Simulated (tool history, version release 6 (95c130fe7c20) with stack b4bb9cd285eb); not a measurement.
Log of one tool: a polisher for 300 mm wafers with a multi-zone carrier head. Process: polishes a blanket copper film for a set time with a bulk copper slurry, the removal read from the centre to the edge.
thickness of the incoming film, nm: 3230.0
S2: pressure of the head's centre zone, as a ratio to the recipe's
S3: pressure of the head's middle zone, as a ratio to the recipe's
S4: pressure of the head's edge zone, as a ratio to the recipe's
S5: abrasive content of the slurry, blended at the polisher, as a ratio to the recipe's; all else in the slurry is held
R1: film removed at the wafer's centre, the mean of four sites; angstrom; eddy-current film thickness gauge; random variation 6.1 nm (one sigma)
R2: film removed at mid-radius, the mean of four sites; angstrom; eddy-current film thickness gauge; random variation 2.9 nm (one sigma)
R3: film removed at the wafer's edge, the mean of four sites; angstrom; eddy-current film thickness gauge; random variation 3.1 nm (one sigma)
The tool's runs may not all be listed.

Run 1, hour 0.0: flow of slurry (ml/min) 290, S2 1.00, S3 1.00, S4 1.00, S5 1.00, polishing time (s) 36. Result: R1 4483.0 angstrom, R2 4360.6 angstrom, R3 4470.3 angstrom.
Run 2, hour 1.1: flow of slurry (ml/min) 290, S2 0.96, S3 1.00, S4 1.00, S5 1.00, polishing time (s) 36. Result: R1 4329.3 angstrom, R2 4377.9 angstrom, R3 4478.6 angstrom.
Run 3, hour 1.8: flow of slurry (ml/min) 305, S2 1.00, S3 1.00, S4 1.01, S5 1.00, polishing time (s) 36. Result: R1 4574.4 angstrom, R2 4384.2 angstrom, R3 4510.2 angstrom.
Run 4, hour 5.3: flow of slurry (ml/min) 305, S2 1.00, S3 0.93, S4 1.01, S5 1.00, polishing time (s) 36. Result: R1 4626.5 angstrom, R2 4160.3 angstrom, R3 4532.5 angstrom.
Run 5, hour 14.0: flow of slurry (ml/min) 305, S2 1.00, S3 0.93, S4 1.01, S5 1.00, polishing time (s) 31. Result: R1 3937.5 angstrom, R2 3554.2 angstrom, R3 3959.7 angstrom.
Run 6, hour 22.6: flow of slurry (ml/min) 305, S2 1.00, S3 0.89, S4 1.01, S5 1.00, polishing time (s) 31. Result: R1 3943.5 angstrom, R2 3446.8 angstrom, R3 3928.0 angstrom.
Run 7, hour 29.0: flow of slurry (ml/min) 320, S2 1.04, S3 0.94, S4 1.04, S5 1.05, polishing time (s) 31. Result: R1 4211.8 angstrom, R2 3655.1 angstrom, R3 4034.1 angstrom.
Run 8, hour 30.9: flow of slurry (ml/min) 330, S2 1.06, S3 0.96, S4 1.06, S5 1.15, polishing time (s) 31. Result: R1 4391.9 angstrom, R2 3764.2 angstrom, R3 4090.8 angstrom.

Run 9 comes next. What will it give?
Run 9, hour 33.4: flow of slurry (ml/min) 335, S2 1.07, S3 0.98, S4 1.08, S5 1.25, polishing time (s) 32. Result: R1 ?, R2 ?, R3 ?.

{"run 9": {"R1": 4594.6, "R2": 4036.9, "R3": 4357.1}}
